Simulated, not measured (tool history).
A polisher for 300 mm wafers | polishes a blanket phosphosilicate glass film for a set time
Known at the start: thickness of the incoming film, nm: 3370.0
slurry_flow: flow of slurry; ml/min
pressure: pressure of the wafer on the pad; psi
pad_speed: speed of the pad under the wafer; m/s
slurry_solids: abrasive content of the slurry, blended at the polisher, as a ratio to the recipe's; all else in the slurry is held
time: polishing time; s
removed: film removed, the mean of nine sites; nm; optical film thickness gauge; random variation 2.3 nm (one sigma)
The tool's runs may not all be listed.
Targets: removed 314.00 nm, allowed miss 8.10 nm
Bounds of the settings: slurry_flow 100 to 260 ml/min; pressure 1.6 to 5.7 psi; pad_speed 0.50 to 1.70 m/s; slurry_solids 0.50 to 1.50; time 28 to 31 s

| run | hour | slurry_flow | pressure | pad_speed | slurry_solids | time | removed |
|---|---|---|---|---|---|---|---|
| 1 | 0.0 | 165 | 3.6 | 1.10 | 1.00 | 31 | 268.64 |
| 2 | 0.9 | 165 | 3.6 | 0.84 | 1.00 | 31 | 220.54 |
| 3 | 9.1 | 140 | 3.6 | 0.84 | 1.00 | 31 | 209.27 |
| 4 | 12.8 | 140 | 4.1 | 0.84 | 1.00 | 31 | 238.11 |
| 5 | 16.1 | 180 | 4.1 | 0.84 | 1.00 | 31 | 249.28 |
|  | 18.7 | slurry nozzle cleaned |
| 6 | 18.7 | 185 | 4.2 | 0.84 | 1.00 | 31 | 264.09 |
| 7 | 24.7 | 190 | 4.2 | 0.84 | 1.00 | 31 | 270.94 |
| 8 | 25.6 | 240 | 4.5 | 0.84 | 1.00 | 31 | 294.69 |
| 9 | 32.4 | 240 | 4.6 | 0.84 | 1.00 | 31 | 299.13 |

4 next moves are on the table. One of them brings every result within its allowed miss. Which?
| A | 39.2 | 240 | 4.8 | 0.88 | 1.05 | 29 | ? |
| B | 39.2 | 255 | 4.9 | 0.84 | 1.05 | 31 | ? |
| C | 39.2 | 195 | 5.1 | 0.88 | 0.75 | 31 | ? |
| D | 39.2 | 225 | 4.5 | 1.08 | 0.85 | 31 | ? |

| move | removed |
|---|---|
| A | 318.01 |
| B | 336.45 |
| C | 292.23 |
| D | 334.09 |
A: meets every target
B: takes the result that was furthest off past its target
C: further off than the last run
D: takes the result that was furthest off past its target
The right move is A.

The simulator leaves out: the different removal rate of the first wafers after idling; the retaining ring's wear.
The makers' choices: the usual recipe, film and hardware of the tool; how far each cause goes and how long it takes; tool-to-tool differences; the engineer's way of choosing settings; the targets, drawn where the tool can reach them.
